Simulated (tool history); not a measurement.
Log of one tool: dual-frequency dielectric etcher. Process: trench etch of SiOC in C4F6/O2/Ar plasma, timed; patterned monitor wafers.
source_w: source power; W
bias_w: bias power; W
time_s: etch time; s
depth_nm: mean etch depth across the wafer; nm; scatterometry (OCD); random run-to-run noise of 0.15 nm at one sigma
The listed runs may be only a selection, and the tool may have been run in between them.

Run 1, day 0: source_w 400 W, bias_w 167 W, time_s 25.5 s. Result: depth_nm 55.963 nm.
Run 2, day 0.275: source_w 400 W, bias_w 167 W, time_s 25.5 s. Result: depth_nm 56.415 nm.
Run 3, day 0.592: source_w 390 W, bias_w 166 W, time_s 25.5 s. Result: depth_nm 55.419 nm.
Run 4, day 0.838: source_w 420 W, bias_w 166 W, time_s 25.5 s. Result: depth_nm 57.03 nm.
Run 5, day 1.158: source_w 400 W, bias_w 165 W, time_s 25.5 s. Result: depth_nm 55.872 nm.
Run 6, day 1.271: source_w 390 W, bias_w 164 W, time_s 25.5 s. Result: depth_nm 55.009 nm.
At day 1.292: bias power generator calibrated.
Run 7, day 1.292: source_w 380 W, bias_w 164 W, time_s 25.5 s. Result: depth_nm 54.215 nm.
Run 8, day 1.417: source_w 370 W, bias_w 164 W, time_s 25.5 s. Result: depth_nm 53.55 nm.

For run 9, what comes out?
Run 9, day 1.688: source_w 350 W, bias_w 163 W, time_s 25.5 s. Result: depth_nm ?.

Logged for run 9: depth_nm 52.215 nm.
